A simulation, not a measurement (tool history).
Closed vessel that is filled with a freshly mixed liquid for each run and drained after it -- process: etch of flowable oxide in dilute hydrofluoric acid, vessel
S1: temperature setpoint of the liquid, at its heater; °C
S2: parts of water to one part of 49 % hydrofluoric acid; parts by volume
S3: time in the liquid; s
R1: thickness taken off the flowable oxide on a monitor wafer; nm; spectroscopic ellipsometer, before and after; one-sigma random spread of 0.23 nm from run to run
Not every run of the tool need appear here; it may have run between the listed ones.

| run | hour | S1 | S2 | S3 | R1 |
|---|---|---|---|---|---|
| 1 | 0.0 | 24.0 | 155 | 130 | 15.266 |
| 2 | 1.2 | 24.0 | 155 | 130 | 15.137 |
| 3 | 8.1 | 24.0 | 155 | 130 | 15.280 |
| 4 | 15.6 | 24.0 | 155 | 140 | 16.589 |
| 5 | 17.0 | 26.5 | 140 | 140 | 20.550 |
| 6 | 24.1 | 28.0 | 130 | 140 | 23.706 |
| 7 | 27.5 | 29.0 | 125 | 140 | 25.344 |
| 8 | 28.2 | 30.0 | 120 | 140 | 27.807 |

Run 9 is up next; what results do you expect?
| 9 | 36.2 | 30.5 | 120 | 140 | ? |

{"run 9": {"R1": 28.398}}
